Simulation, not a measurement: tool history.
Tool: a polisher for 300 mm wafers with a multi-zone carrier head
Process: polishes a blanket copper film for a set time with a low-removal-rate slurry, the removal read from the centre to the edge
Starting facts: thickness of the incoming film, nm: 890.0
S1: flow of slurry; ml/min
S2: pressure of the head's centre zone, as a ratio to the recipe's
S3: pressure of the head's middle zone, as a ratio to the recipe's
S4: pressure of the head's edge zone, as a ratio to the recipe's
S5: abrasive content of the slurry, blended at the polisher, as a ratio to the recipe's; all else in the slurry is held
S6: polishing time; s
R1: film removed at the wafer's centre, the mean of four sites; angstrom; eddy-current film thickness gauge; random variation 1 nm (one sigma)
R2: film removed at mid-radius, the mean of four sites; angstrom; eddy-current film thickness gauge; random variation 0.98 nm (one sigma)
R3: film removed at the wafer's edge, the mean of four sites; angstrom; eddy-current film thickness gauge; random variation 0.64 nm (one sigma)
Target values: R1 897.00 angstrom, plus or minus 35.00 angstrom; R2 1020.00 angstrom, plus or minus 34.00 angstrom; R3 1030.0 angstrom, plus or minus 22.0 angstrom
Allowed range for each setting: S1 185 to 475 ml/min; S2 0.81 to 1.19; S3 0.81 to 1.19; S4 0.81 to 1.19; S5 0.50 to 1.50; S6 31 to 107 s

run  hour   S1    S2    S3    S4    S5  S6       R1       R2      R3
  1   0.0  305  1.00  1.00  1.00  1.00  69  1335.90  1328.90  1351.5
  2   3.5  305  1.00  1.00  1.05  1.00  69  1327.20  1333.40  1372.2
  3   8.6  300  0.98  1.00  1.03  0.95  68  1254.90  1265.20  1328.2
  4  12.7  300  0.98  0.95  1.03  0.95  68  1261.20  1211.70  1320.1
  5  14.7  300  0.98  0.95  1.10  0.95  68  1270.00  1217.60  1373.6
  6  18.5  300  0.98  0.95  1.10  0.95  78  1456.60  1384.50  1572.1
  7  22.0  300  0.96  0.96  1.07  0.90  76  1383.50  1356.70  1487.0
  8  30.4  295  0.94  0.96  1.05  0.85  74  1288.30  1300.80  1403.7
  9  33.4  290  0.92  0.96  1.03  0.80  73  1197.20  1246.60  1343.3

Below are 4 possible settings for the next run. Only one of them brings all results inside the allowed miss of their targets. Which is it?
  A  36.4  320  1.15  0.97  0.93  0.75   85   ?   ?   ?
  B  36.4  270  0.89  0.85  1.15  0.85  100   ?   ?   ?
  C  36.4  295  0.88  0.96  1.07  0.80   57   ?   ?   ?
  D  36.4  210  0.90  1.03  1.02  0.50   67   ?   ?   ?

move       R1       R2      R3
   A  1736.30  1464.90  1486.1
   B  1600.80  1573.60  1986.2
   C   897.41   985.03  1079.5
   D   886.41  1013.60  1033.4
A: lands further from the targets than the last run did
B: lands further from the targets than the last run did
C: gains on the last run, yet a result remains outside its allowed miss
D: every result lands within tolerance
Answer: D
